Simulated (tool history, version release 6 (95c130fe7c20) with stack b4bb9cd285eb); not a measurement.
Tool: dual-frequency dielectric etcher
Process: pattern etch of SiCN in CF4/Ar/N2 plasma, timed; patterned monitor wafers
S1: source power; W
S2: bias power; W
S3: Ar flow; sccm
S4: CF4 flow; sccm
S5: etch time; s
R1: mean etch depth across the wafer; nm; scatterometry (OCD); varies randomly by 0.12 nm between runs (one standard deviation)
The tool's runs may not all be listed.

| run | hour | S1 | S2 | S3 | S4 | S5 | R1 |
|---|---|---|---|---|---|---|---|
| 1 | 0.0 | 510 | 58 | 91 | 56 | 48.5 | 41.924 |
| 2 | 2.4 | 510 | 58 | 91 | 56 | 48.5 | 42.155 |
| 3 | 9.4 | 510 | 58 | 91 | 60 | 48.5 | 42.646 |
| 4 | 18.2 | 540 | 58 | 91 | 60 | 48.5 | 44.615 |
| 5 | 25.2 | 520 | 58 | 91 | 60 | 48.5 | 43.058 |
| 6 | 28.5 | 520 | 58 | 91 | 60 | 44.0 | 39.125 |
| 7 | 32.7 | 510 | 58 | 91 | 60 | 44.0 | 38.356 |
| 8 | 36.6 | 500 | 58 | 91 | 60 | 44.0 | 37.801 |

Run 9 comes next. What will it give?
| 9 | 37.3 | 490 | 58 | 91 | 60 | 44.0 | ? |

R1: 37.197 nm

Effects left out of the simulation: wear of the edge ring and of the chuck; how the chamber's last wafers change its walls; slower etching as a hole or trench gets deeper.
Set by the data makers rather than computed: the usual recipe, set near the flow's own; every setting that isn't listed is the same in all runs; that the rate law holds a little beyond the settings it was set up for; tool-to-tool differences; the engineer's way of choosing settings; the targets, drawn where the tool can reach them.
